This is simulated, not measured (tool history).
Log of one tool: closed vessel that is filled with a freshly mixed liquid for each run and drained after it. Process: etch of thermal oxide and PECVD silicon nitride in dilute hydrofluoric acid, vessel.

run    day  temperature setpoint of the liquid (K)  parts of water to one part of 49 % hydrofluoric acid (parts by volume)  time in the liquid (s)  thickness taken off the thermal oxide on a monitor wafer (Å)  thickness taken off the PECVD silicon nitride on a monitor wafer (Å)
  1      0                                  295.15                                                                     240                    1015                                                        176.44                                                                 140.5
  2  0.112                                  293.15                                                                     240                    1015                                                         165.8                                                                124.74
  3  0.367                                  293.15                                                                     265                     970                                                        138.71                                                                106.82
  4  0.646                                  296.15                                                                     265                     970                                                        154.35                                                                130.98
  5  0.729                                  295.65                                                                     285                     930                                                        134.19                                                                113.84
  6  1.067                                  295.65                                                                     320                     930                                                        113.08                                                                100.47
     1.304  -- thermometer replaced
  7  1.304                                  295.15                                                                     335                     885                                                        96.349                                                                82.595
  8   1.55                                  295.15                                                                     345                     840                                                         86.47                                                                75.977
  9  1.738                                  295.15                                                                     355                     810                                                        82.186                                                                71.244
 10  2.042                                  295.15                                                                     365                     770                                                        74.793                                                                66.131

The next listed run, before its measurement:
 11  2.162                                  292.65                                                                     430                     545                                                             ?                                                                     ?

Run 11 gave thickness taken off the thermal oxide on a monitor wafer (Å) 39.063, thickness taken off the PECVD silicon nitride on a monitor wafer (Å) 33.66.
